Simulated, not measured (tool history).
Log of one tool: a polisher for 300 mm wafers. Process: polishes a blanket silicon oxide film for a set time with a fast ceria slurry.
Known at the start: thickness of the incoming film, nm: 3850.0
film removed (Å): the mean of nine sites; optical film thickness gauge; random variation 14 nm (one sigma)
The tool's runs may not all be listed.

run,hour,flow of slurry (ml/min),pressure of the wafer on the pad (kPa),speed of the pad under the wafer (cm/s),polishing time (s),film removed (Å)
1,0,300,22.8,122,58,11961
2,1.3,300,24.1,122,58,12439
3,4.1,300,25.5,122,58,13047
4,12.9,300,26.9,122,58,13334
5,21,300,28.3,122,58,13802
6,22.9,300,29,122,58,14227

The next listed run, before its measurement:
7,25.8,300,29.6,122,58,?

Run 7 gave film removed (Å) 14626.

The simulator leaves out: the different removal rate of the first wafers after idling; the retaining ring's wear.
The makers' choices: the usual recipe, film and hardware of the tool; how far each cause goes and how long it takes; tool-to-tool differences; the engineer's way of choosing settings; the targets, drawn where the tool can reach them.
